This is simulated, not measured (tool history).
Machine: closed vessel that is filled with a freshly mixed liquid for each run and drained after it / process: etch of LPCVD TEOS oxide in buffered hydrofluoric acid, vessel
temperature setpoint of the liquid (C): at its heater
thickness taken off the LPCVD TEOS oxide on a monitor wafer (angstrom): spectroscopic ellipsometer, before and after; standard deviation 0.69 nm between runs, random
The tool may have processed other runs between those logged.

| run | hour | temperature setpoint of the liquid (C) | parts of 40 % ammonium fluoride to one part of 49 % hydrofluoric acid (parts by volume) | time in the liquid (s) | thickness taken off the LPCVD TEOS oxide on a monitor wafer (angstrom) |
|---|---|---|---|---|---|
| 1 | 0.0 | 25.0 | 18.0 | 35 | 481.92 |
| 2 | 7.2 | 25.0 | 18.0 | 30 | 411.73 |
| 3 | 8.0 | 25.0 | 15.5 | 30 | 477.88 |
| 4 | 13.2 | 25.0 | 11.0 | 30 | 670.60 |
| 5 | 18.3 | 25.5 | 11.0 | 30 | 702.31 |
| 6 | 22.0 | 25.5 | 8.0 | 30 | 920.33 |
| 7 | 23.6 | 25.0 | 8.0 | 30 | 901.26 |
| 8 | 28.0 | 24.0 | 8.0 | 30 | 842.41 |

Forecast run 9:
| 9 | 32.3 | 23.5 | 8.0 | 30 | ? |

{"run 9": {"thickness taken off the LPCVD TEOS oxide on a monitor wafer (angstrom)": 815.49}}
